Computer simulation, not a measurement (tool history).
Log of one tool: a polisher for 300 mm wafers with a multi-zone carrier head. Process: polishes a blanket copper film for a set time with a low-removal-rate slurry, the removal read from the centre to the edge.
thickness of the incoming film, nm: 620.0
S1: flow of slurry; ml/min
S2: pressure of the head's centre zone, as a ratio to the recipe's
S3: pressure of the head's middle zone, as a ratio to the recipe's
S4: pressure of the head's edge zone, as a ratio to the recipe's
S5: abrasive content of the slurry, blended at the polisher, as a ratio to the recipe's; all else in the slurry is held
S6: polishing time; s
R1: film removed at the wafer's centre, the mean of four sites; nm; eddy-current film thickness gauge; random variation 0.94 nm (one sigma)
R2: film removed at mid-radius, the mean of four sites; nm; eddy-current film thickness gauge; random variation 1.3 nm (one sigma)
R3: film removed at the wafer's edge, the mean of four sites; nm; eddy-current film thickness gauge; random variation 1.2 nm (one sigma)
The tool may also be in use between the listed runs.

{"run": 1, "hour": 0.0, "S1": 240, "S2": 1, "S3": 1, "S4": 1, "S5": 1, "S6": 90, "R1": 164.4, "R2": 167.32, "R3": 163.66}
{"run": 2, "hour": 1.9, "S1": 240, "S2": 1, "S3": 1, "S4": 0.93, "S5": 1, "S6": 90, "R1": 165.18, "R2": 163.8, "R3": 157.46}
{"run": 3, "hour": 6.6, "S1": 230, "S2": 0.97, "S3": 1, "S4": 0.96, "S5": 1, "S6": 90, "R1": 160.55, "R2": 167.59, "R3": 161.85}
{"run": 4, "hour": 14.0, "S1": 225, "S2": 0.94, "S3": 0.99, "S4": 0.96, "S5": 1, "S6": 90, "R1": 152.59, "R2": 164.05, "R3": 158.92}
{"run": 5, "hour": 19.8, "S1": 225, "S2": 0.94, "S3": 1.05, "S4": 0.96, "S5": 1, "S6": 90, "R1": 153.4, "R2": 171.92, "R3": 158.31}
{"run": 6, "hour": 23.2, "S1": 215, "S2": 0.93, "S3": 1.03, "S4": 0.98, "S5": 1, "S6": 90, "R1": 150.31, "R2": 168.79, "R3": 160.64}

Forecast run 7:
{"run": 7, "hour": 24.9, "S1": 215, "S2": 0.93, "S3": 1.03, "S4": 0.98, "S5": 1, "S6": 90, "R1": "?", "R2": "?", "R3": "?"}

{"run 7": {"R1": 151.29, "R2": 167.55, "R3": 158.78}}
